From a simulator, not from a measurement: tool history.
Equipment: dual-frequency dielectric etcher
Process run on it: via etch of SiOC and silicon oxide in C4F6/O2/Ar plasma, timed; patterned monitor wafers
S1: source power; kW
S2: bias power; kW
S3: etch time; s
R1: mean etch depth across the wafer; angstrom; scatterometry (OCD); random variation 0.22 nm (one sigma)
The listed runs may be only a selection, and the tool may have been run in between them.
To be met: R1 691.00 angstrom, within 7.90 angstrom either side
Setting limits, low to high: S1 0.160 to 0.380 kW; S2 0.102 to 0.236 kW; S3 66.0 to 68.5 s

| run | hour | S1 | S2 | S3 | R1 |
|---|---|---|---|---|---|
| 1 | 0.0 | 0.270 | 0.169 | 66.0 | 605.65 |
| 2 | 5.9 | 0.270 | 0.169 | 66.0 | 605.84 |
| 3 | 9.1 | 0.270 | 0.169 | 66.0 | 605.53 |
| 4 | 14.2 | 0.250 | 0.169 | 66.0 | 592.24 |
| 5 | 19.3 | 0.260 | 0.170 | 66.0 | 599.82 |
| 6 | 27.2 | 0.270 | 0.171 | 66.0 | 609.35 |
| 7 | 34.0 | 0.280 | 0.171 | 66.0 | 618.17 |
| 8 | 41.5 | 0.290 | 0.171 | 66.0 | 630.20 |
| 9 | 45.5 | 0.300 | 0.171 | 66.0 | 636.60 |
| 10 | 50.3 | 0.310 | 0.171 | 66.0 | 645.03 |
| 11 | 54.0 | 0.340 | 0.172 | 66.0 | 669.15 |
| 12 | 59.4 | 0.350 | 0.173 | 66.0 | 677.44 |

Below are 4 possible settings for the next run. Only one of them brings all results inside the allowed miss of their targets. Which is it?
| A | 64.8 | 0.360 | 0.174 | 68.0 | ? |
| B | 64.8 | 0.340 | 0.211 | 66.0 | ? |
| C | 64.8 | 0.340 | 0.166 | 68.5 | ? |
| D | 64.8 | 0.300 | 0.194 | 67.0 | ? |

| move | R1 |
|---|---|
| A | 711.54 |
| B | 709.29 |
| C | 692.37 |
| D | 669.75 |
A: carries the result that was furthest off beyond its target, to the other side
B: carries the result that was furthest off beyond its target, to the other side
C: in spec on every target
D: its largest miss is bigger than the last run's
So the answer is move C, the one that meets all the targets.
